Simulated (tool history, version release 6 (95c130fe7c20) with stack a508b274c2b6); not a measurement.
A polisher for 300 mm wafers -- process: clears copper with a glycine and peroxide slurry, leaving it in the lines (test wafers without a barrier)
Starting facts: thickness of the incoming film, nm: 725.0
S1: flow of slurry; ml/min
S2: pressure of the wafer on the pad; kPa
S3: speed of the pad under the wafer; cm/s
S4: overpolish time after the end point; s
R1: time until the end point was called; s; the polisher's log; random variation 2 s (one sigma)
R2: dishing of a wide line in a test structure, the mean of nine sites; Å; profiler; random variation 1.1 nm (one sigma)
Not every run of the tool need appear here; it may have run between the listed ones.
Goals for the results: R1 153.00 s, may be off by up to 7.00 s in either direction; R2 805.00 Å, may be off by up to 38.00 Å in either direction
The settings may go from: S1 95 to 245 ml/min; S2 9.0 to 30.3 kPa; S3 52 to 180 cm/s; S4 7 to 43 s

run,hour,S1,S2,S3,S4,R1,R2
1,0.0,155,19.3,116,22,108.93,785.36
2,5.5,150,17.9,114,24,116.99,792.23
3,7.3,150,17.9,138,24,101.71,850.82
4,10.8,145,15.9,136,26,113.39,822.59
5,19.4,145,15.9,148,26,106.63,837.30
6,27.6,145,11.7,148,26,139.92,708.99
7,29.6,145,11.7,148,26,135.59,701.15
8,35.0,145,11.7,146,28,143.10,723.58

4 next moves are on the table. One of them brings every result within its allowed miss. Which?
A,40.4,140,13.1,144,29,?,?
B,40.4,140,11.0,166,31,?,?
C,40.4,175,11.0,134,23,?,?
D,40.4,125,11.0,146,35,?,?

move,R1,R2
A,132.96,809.61
B,138.99,799.22
C,153.54,619.53
D,154.91,811.36
A: puts the biggest miss on target and leaves a different result outside tolerance
B: puts the biggest miss on target and leaves a different result outside tolerance
C: its largest miss is bigger than the last run's
D: every result within its allowed miss
Go with D: it meets all targets.

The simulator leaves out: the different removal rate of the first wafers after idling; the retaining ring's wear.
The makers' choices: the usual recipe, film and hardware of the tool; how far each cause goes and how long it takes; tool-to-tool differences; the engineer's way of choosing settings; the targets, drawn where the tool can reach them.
